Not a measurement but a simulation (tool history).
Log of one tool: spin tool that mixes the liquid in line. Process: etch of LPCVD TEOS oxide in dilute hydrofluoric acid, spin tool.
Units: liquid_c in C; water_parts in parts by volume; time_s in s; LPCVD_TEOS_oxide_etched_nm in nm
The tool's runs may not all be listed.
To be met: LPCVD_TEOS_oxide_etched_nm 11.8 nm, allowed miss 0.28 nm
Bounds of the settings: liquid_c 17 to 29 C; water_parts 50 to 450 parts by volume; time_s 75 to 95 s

Run 1, hour 0: liquid_c 21 C, water_parts 250 parts by volume, time_s 95 s. Result: LPCVD_TEOS_oxide_etched_nm 9.9818 nm.
Run 2, hour 7.8: liquid_c 21 C, water_parts 250 parts by volume, time_s 75 s. Result: LPCVD_TEOS_oxide_etched_nm 7.8445 nm.
Run 3, hour 12.2: liquid_c 19 C, water_parts 250 parts by volume, time_s 75 s. Result: LPCVD_TEOS_oxide_etched_nm 7.2734 nm.
Run 4, hour 20.2: liquid_c 21 C, water_parts 250 parts by volume, time_s 75 s. Result: LPCVD_TEOS_oxide_etched_nm 7.8343 nm.
Run 5, hour 22.2: liquid_c 19.5 C, water_parts 250 parts by volume, time_s 75 s. Result: LPCVD_TEOS_oxide_etched_nm 7.4303 nm.
Run 6, hour 27.3: liquid_c 21.5 C, water_parts 250 parts by volume, time_s 75 s. Result: LPCVD_TEOS_oxide_etched_nm 7.9674 nm.
Run 7, hour 30.9: liquid_c 23.5 C, water_parts 240 parts by volume, time_s 75 s. Result: LPCVD_TEOS_oxide_etched_nm 8.9249 nm.
Run 8, hour 38.5: liquid_c 25 C, water_parts 235 parts by volume, time_s 75 s. Result: LPCVD_TEOS_oxide_etched_nm 9.7394 nm.
Run 9, hour 43.7: liquid_c 26 C, water_parts 230 parts by volume, time_s 75 s. Result: LPCVD_TEOS_oxide_etched_nm 10.443 nm.
Run 10, hour 48.3: liquid_c 26 C, water_parts 230 parts by volume, time_s 75 s. Result: LPCVD_TEOS_oxide_etched_nm 10.385 nm.
Run 11, hour 52.3: liquid_c 26.5 C, water_parts 230 parts by volume, time_s 75 s. Result: LPCVD_TEOS_oxide_etched_nm 10.506 nm.
Run 12, hour 53.5: liquid_c 29 C, water_parts 220 parts by volume, time_s 75 s. Result: LPCVD_TEOS_oxide_etched_nm 12.09 nm.
At hour 54.1: thermometer replaced.
Run 13, hour 54.1: liquid_c 28.5 C, water_parts 220 parts by volume, time_s 75 s. Result: LPCVD_TEOS_oxide_etched_nm 11.12 nm.
Run 14, hour 56.6: liquid_c 28.5 C, water_parts 215 parts by volume, time_s 75 s. Result: LPCVD_TEOS_oxide_etched_nm 11.364 nm.

4 next moves are on the table. One of them brings every result within its allowed miss. Which?
Run A, hour 59.1: liquid_c 27 C, water_parts 210 parts by volume, time_s 75 s. Result: LPCVD_TEOS_oxide_etched_nm ?.
Run B, hour 59.1: liquid_c 26.5 C, water_parts 240 parts by volume, time_s 95 s. Result: LPCVD_TEOS_oxide_etched_nm ?.
Run C, hour 59.1: liquid_c 29 C, water_parts 265 parts by volume, time_s 95 s. Result: LPCVD_TEOS_oxide_etched_nm ?.
Run D, hour 59.1: liquid_c 28.5 C, water_parts 230 parts by volume, time_s 75 s. Result: LPCVD_TEOS_oxide_etched_nm ?.

move  LPCVD_TEOS_oxide_etched_nm
   A                      11.088
   B                      11.678
   C                      11.207
   D                      10.428
A: further off than the last run
B: meets every target
C: further off than the last run
D: further off than the last run
Move B is the one to make.
